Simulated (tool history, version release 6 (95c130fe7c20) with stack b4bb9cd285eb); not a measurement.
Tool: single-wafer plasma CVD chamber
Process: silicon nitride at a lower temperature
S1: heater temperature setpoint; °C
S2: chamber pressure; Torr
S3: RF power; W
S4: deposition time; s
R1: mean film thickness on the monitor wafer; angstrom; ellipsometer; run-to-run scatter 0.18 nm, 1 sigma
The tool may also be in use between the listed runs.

| run | day | S1 | S2 | S3 | S4 | R1 |
|---|---|---|---|---|---|---|
| 1 | 0 | 330 | 2.05 | 235 | 46.3 | 502.76 |
| 2 | 0.292 | 323 | 2.05 | 235 | 46.3 | 506.3 |
| 3 | 0.6 | 323 | 2.05 | 235 | 47.8 | 517.95 |
| 4 | 0.946 | 323 | 2.05 | 205 | 47.8 | 478.54 |
| 5 | 1.271 | 323 | 1.99 | 205 | 47.8 | 476.11 |
| 6 | 1.338 | 323 | 2.26 | 205 | 47.8 | 489.57 |
| 7 | 1.433 | 323 | 2.2 | 200 | 47.8 | 480.5 |
| 8 | 1.796 | 323 | 2.14 | 200 | 47.8 | 474.5 |
| 9 | 2.008 | 323 | 2.09 | 200 | 47.8 | 470.88 |
| 10 | 2.379 | 323 | 2.04 | 200 | 47.8 | 468.73 |

Run 11, settings as shown, results not yet in. Your forecast:
| 11 | 2.5 | 323 | 1.99 | 200 | 47.8 | ? |

{"run 11": {"R1": 467.4}}

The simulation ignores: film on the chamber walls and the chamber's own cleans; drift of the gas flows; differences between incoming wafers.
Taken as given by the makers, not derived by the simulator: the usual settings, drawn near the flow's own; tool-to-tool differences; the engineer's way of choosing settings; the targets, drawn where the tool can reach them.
